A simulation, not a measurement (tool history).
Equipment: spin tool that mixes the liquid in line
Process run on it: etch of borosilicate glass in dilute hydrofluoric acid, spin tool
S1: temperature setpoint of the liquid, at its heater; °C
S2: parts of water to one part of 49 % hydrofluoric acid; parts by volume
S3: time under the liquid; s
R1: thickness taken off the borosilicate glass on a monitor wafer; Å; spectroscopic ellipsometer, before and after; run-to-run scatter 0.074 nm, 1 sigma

run  hour    S1   S2   S3      R1
  1     0    25  240  170  126.52
  2   1.6  24.5  240  170  124.26
  3  10.5  26.5  240  170  133.65
  4    16  25.5  240  170  128.92
  5  17.4    27  240  170  135.67
  6  22.7  25.5  240  170  125.72
  7  28.2  24.5  240  170  123.34
  8    34    24  240  170  122.78
  9  36.4  23.5  245  170   117.7
 10  44.6  23.5  245  170   116.5
 11  50.2    23  245  170  114.48
 12  52.1  22.5  245  170  114.18

Predict the results of run 13:
 13  56.3  22  245  170   ?

R1: 108.27 Å

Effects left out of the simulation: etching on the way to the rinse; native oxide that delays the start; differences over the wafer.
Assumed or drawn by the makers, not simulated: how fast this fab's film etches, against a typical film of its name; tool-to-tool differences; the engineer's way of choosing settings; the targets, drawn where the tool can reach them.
